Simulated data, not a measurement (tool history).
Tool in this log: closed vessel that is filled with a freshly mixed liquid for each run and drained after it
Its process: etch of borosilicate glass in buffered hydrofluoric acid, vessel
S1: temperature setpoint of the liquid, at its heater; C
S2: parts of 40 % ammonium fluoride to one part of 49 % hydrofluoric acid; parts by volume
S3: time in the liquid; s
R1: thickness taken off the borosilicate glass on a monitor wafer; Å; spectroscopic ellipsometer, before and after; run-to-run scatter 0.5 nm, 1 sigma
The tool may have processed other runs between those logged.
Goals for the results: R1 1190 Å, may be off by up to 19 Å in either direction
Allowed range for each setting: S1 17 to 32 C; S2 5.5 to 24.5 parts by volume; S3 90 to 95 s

{"run": 1, "hour": 0.0, "S1": 24, "S2": 15, "S3": 90, "R1": 905.48}
{"run": 2, "hour": 0.8, "S1": 24, "S2": 15, "S3": 90, "R1": 903.32}
{"run": 3, "hour": 4.7, "S1": 25, "S2": 15, "S3": 90, "R1": 948.17}
{"run": 4, "hour": 10.5, "S1": 26, "S2": 15, "S3": 90, "R1": 996.79}
{"run": 5, "hour": 16.2, "S1": 26.5, "S2": 15, "S3": 90, "R1": 1030.8}
{"run": 6, "hour": 17.7, "S1": 26.5, "S2": 15, "S3": 90, "R1": 1026.7}
{"run": 7, "hour": 24.3, "S1": 27, "S2": 15, "S3": 90, "R1": 1058.7}
{"run": 8, "hour": 27.7, "S1": 27.5, "S2": 15, "S3": 90, "R1": 1085.2}

Consider the 5 candidate settings below. Which is the only one whose results all fall within their allowed miss of target?
{"run": "A", "hour": 31.1, "S1": 27, "S2": 14.5, "S3": 95, "R1": "?"}
{"run": "B", "hour": 31.1, "S1": 28, "S2": 15.5, "S3": 95, "R1": "?"}
{"run": "C", "hour": 31.1, "S1": 28, "S2": 14, "S3": 90, "R1": "?"}
{"run": "D", "hour": 31.1, "S1": 26.5, "S2": 14, "S3": 95, "R1": "?"}
{"run": "E", "hour": 31.1, "S1": 28, "S2": 14.5, "S3": 90, "R1": "?"}

move=A R1=1155.2
move=B R1=1140
move=C R1=1194.2
move=D R1=1164.8
move=E R1=1153.5
A: nearer than the last run, and not there yet
B: nearer than the last run, and not there yet
C: every result lands within tolerance
D: nearer than the last run, and not there yet
E: nearer than the last run, and not there yet
C meets every target.
